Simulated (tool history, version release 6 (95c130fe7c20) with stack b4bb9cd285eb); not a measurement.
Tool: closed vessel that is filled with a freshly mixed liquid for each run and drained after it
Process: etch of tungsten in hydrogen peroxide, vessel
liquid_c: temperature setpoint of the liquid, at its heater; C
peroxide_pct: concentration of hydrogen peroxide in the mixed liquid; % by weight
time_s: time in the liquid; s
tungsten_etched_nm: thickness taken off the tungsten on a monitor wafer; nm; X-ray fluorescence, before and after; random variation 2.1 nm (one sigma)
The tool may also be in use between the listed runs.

| run | hour | liquid_c | peroxide_pct | time_s | tungsten_etched_nm |
|---|---|---|---|---|---|
| 1 | 0.0 | 52.0 | 22.5 | 90 | 262.22 |
| 2 | 7.8 | 53.5 | 22.5 | 90 | 289.24 |
| 3 | 12.5 | 54.5 | 22.5 | 90 | 305.10 |
| 4 | 19.6 | 55.5 | 22.5 | 90 | 322.29 |
| 5 | 22.9 | 51.0 | 22.5 | 90 | 247.56 |
| 6 | 25.6 | 51.0 | 25.5 | 90 | 264.35 |

The next listed run, before its measurement:
| 7 | 33.8 | 59.0 | 26.0 | 90 | ? |

{"run 7": {"tungsten_etched_nm": 426.16}}
